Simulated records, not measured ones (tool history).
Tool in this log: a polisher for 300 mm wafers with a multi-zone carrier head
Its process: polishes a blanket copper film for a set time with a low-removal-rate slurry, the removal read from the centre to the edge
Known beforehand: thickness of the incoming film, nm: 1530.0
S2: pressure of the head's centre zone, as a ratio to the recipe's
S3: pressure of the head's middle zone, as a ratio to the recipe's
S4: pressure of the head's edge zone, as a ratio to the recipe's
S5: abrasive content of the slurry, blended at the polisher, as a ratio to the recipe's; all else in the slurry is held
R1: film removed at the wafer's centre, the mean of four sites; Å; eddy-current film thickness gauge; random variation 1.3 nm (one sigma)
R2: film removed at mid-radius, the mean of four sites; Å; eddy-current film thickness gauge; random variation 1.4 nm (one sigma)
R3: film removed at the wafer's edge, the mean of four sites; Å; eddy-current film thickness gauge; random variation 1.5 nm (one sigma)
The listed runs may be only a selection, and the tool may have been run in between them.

{"run": 1, "hour": 0.0, "flow of slurry (ml/min)": 200, "S2": 1.0, "S3": 1.0, "S4": 1.0, "S5": 1.0, "polishing time (s)": 55, "R1": 2079.1, "R2": 2111.0, "R3": 2057.5}
{"run": 2, "hour": 4.4, "flow of slurry (ml/min)": 240, "S2": 1.0, "S3": 1.0, "S4": 1.0, "S5": 1.0, "polishing time (s)": 55, "R1": 2096.6, "R2": 2133.4, "R3": 2089.8}
{"run": 3, "hour": 9.5, "flow of slurry (ml/min)": 235, "S2": 0.97, "S3": 0.96, "S4": 0.97, "S5": 0.85, "polishing time (s)": 54, "R1": 1913.0, "R2": 1992.3, "R3": 1943.4}
{"run": 4, "hour": 13.3, "flow of slurry (ml/min)": 225, "S2": 0.96, "S3": 0.92, "S4": 0.97, "S5": 0.75, "polishing time (s)": 53, "R1": 1800.1, "R2": 1793.6, "R3": 1865.9}
{"run": 5, "hour": 14.2, "flow of slurry (ml/min)": 190, "S2": 0.96, "S3": 0.92, "S4": 0.97, "S5": 0.75, "polishing time (s)": 53, "R1": 1828.7, "R2": 1785.9, "R3": 1839.3}
{"run": 6, "hour": 23.2, "flow of slurry (ml/min)": 190, "S2": 0.96, "S3": 0.92, "S4": 0.92, "S5": 0.75, "polishing time (s)": 53, "R1": 1800.7, "R2": 1823.3, "R3": 1789.4}

Estimate the outcome of run 7 from the log above:
{"run": 7, "hour": 25.7, "flow of slurry (ml/min)": 190, "S2": 0.94, "S3": 0.89, "S4": 0.92, "S5": 0.7, "polishing time (s)": 53, "R1": "?", "R2": "?", "R3": "?"}

For run 7 the tool returned R1 1739.0 Å, R2 1746.2 Å, R3 1795.4 Å.
